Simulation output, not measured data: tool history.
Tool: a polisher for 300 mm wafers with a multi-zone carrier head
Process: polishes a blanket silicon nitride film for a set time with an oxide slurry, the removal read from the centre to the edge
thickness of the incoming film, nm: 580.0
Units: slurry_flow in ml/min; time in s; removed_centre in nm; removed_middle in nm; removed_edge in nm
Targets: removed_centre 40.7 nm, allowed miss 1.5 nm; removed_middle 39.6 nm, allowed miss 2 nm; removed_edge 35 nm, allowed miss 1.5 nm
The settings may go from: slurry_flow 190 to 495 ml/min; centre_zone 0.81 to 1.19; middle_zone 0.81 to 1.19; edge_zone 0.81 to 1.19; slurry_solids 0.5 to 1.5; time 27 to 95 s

Run 1, hour 0: slurry_flow 320 ml/min, centre_zone 1, middle_zone 1, edge_zone 1, slurry_solids 1, time 61 s. Result: removed_centre 43.687 nm, removed_middle 45.156 nm, removed_edge 43.559 nm.
Run 2, hour 1.1: slurry_flow 320 ml/min, centre_zone 1, middle_zone 1, edge_zone 1, slurry_solids 1, time 70 s. Result: removed_centre 50.387 nm, removed_middle 52.742 nm, removed_edge 50.041 nm.
Run 3, hour 6.3: slurry_flow 320 ml/min, centre_zone 1, middle_zone 1, edge_zone 1, slurry_solids 1.15, time 70 s. Result: removed_centre 53.454 nm, removed_middle 55.447 nm, removed_edge 53.219 nm.
Run 4, hour 8.3: slurry_flow 320 ml/min, centre_zone 1.01, middle_zone 1, edge_zone 0.99, slurry_solids 1.1, time 69 s. Result: removed_centre 52.519 nm, removed_middle 53.935 nm, removed_edge 51.384 nm.
Run 5, hour 17.2: slurry_flow 320 ml/min, centre_zone 1.02, middle_zone 1, edge_zone 0.98, slurry_solids 1.05, time 68 s. Result: removed_centre 50.861 nm, removed_middle 51.305 nm, removed_edge 49.845 nm.
Run 6, hour 24.7: slurry_flow 325 ml/min, centre_zone 1.04, middle_zone 1.02, edge_zone 0.97, slurry_solids 1, time 67 s. Result: removed_centre 51.414 nm, removed_middle 50.589 nm, removed_edge 48.25 nm.
Run 7, hour 29.9: slurry_flow 330 ml/min, centre_zone 1.04, middle_zone 1.03, edge_zone 0.96, slurry_solids 0.95, time 66 s. Result: removed_centre 48.132 nm, removed_middle 49.108 nm, removed_edge 45.053 nm.
Run 8, hour 30.5: slurry_flow 330 ml/min, centre_zone 1.04, middle_zone 1.03, edge_zone 0.95, slurry_solids 0.9, time 66 s. Result: removed_centre 46.569 nm, removed_middle 48.435 nm, removed_edge 45.128 nm.
Run 9, hour 31.8: slurry_flow 330 ml/min, centre_zone 1.06, middle_zone 1.04, edge_zone 0.95, slurry_solids 0.85, time 65 s. Result: removed_centre 44.551 nm, removed_middle 46.549 nm, removed_edge 42.326 nm.

Which of these 5 next moves meets every target?
Run A, hour 33.1: slurry_flow 315 ml/min, centre_zone 1.07, middle_zone 1.09, edge_zone 0.94, slurry_solids 0.75, time 57 s. Result: removed_centre ?, removed_middle ?, removed_edge ?.
Run B, hour 33.1: slurry_flow 370 ml/min, centre_zone 1.1, middle_zone 1.02, edge_zone 0.87, slurry_solids 1, time 51 s. Result: removed_centre ?, removed_middle ?, removed_edge ?.
Run C, hour 33.1: slurry_flow 195 ml/min, centre_zone 0.88, middle_zone 1.12, edge_zone 1.01, slurry_solids 0.75, time 84 s. Result: removed_centre ?, removed_middle ?, removed_edge ?.
Run D, hour 33.1: slurry_flow 450 ml/min, centre_zone 1.03, middle_zone 1.09, edge_zone 0.97, slurry_solids 0.75, time 56 s. Result: removed_centre ?, removed_middle ?, removed_edge ?.
Run E, hour 33.1: slurry_flow 340 ml/min, centre_zone 0.97, middle_zone 0.88, edge_zone 0.97, slurry_solids 0.85, time 76 s. Result: removed_centre ?, removed_middle ?, removed_edge ?.

move  removed_centre  removed_middle  removed_edge
   A          38.264          38.721        34.288
   B          41.405          38.712        34.774
   C          43.004          54.542        49.611
   D          37.386          39.204        34.956
   E          49.737           47.46        49.952
A: brings the result that was furthest off to its target, and leaves another outside
B: meets every target
C: further off than the last run
D: brings the result that was furthest off to its target, and leaves another outside
E: further off than the last run
Answer: B

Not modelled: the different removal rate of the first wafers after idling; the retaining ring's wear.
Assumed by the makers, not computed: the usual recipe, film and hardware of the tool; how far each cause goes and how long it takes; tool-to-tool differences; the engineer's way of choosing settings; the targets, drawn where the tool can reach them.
